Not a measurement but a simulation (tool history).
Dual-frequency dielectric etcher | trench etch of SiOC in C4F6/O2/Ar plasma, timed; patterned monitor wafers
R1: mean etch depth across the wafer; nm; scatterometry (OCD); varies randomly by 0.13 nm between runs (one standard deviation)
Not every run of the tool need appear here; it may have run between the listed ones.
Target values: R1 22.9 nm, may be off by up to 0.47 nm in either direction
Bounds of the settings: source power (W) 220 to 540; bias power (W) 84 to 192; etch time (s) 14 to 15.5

{"run": 1, "hour": 0.0, "source power (W)": 380, "bias power (W)": 138, "etch time (s)": 15.5, "R1": 31.693}
{"run": 2, "hour": 1.1, "source power (W)": 330, "bias power (W)": 122, "etch time (s)": 15, "R1": 27.681}
{"run": 3, "hour": 4.4, "source power (W)": 330, "bias power (W)": 104, "etch time (s)": 15, "R1": 25.549}
{"run": 4, "hour": 5.1, "source power (W)": 330, "bias power (W)": 104, "etch time (s)": 14, "R1": 24.061}
{"run": 5, "hour": 12.7, "source power (W)": 330, "bias power (W)": 104, "etch time (s)": 15.5, "R1": 26.47}
{"run": 6, "hour": 13.7, "source power (W)": 330, "bias power (W)": 122, "etch time (s)": 15.5, "R1": 28.502}
{"run": 7, "hour": 22.1, "source power (W)": 300, "bias power (W)": 111, "etch time (s)": 15.5, "R1": 26.331}
{"run": 8, "hour": 26.9, "source power (W)": 280, "bias power (W)": 105, "etch time (s)": 15.5, "R1": 24.839}
{"run": 9, "hour": 32.9, "source power (W)": 260, "bias power (W)": 104, "etch time (s)": 15.5, "R1": 24.621}
{"run": 10, "hour": 37.1, "source power (W)": 250, "bias power (W)": 101, "etch time (s)": 15.5, "R1": 23.714}
{"run": 11, "hour": 38.6, "source power (W)": 240, "bias power (W)": 101, "etch time (s)": 15.5, "R1": 23.353}

Consider the 5 candidate settings below. Which is the only one whose results all fall within their allowed miss of target?
{"run": "A", "hour": 40.1, "source power (W)": 260, "bias power (W)": 124, "etch time (s)": 14, "R1": "?"}
{"run": "B", "hour": 40.1, "source power (W)": 220, "bias power (W)": 115, "etch time (s)": 15.5, "R1": "?"}
{"run": "C", "hour": 40.1, "source power (W)": 230, "bias power (W)": 117, "etch time (s)": 15, "R1": "?"}
{"run": "D", "hour": 40.1, "source power (W)": 230, "bias power (W)": 111, "etch time (s)": 15.5, "R1": "?"}
{"run": "E", "hour": 40.1, "source power (W)": 220, "bias power (W)": 126, "etch time (s)": 14, "R1": "?"}

move=A R1=23.97
move=B R1=24.239
move=C R1=23.996
move=D R1=24.162
move=E R1=22.889
A: lands further from the targets than the last run did
B: lands further from the targets than the last run did
C: lands further from the targets than the last run did
D: lands further from the targets than the last run did
E: hits every target within its allowed miss
Correct choice: E, which meets every target
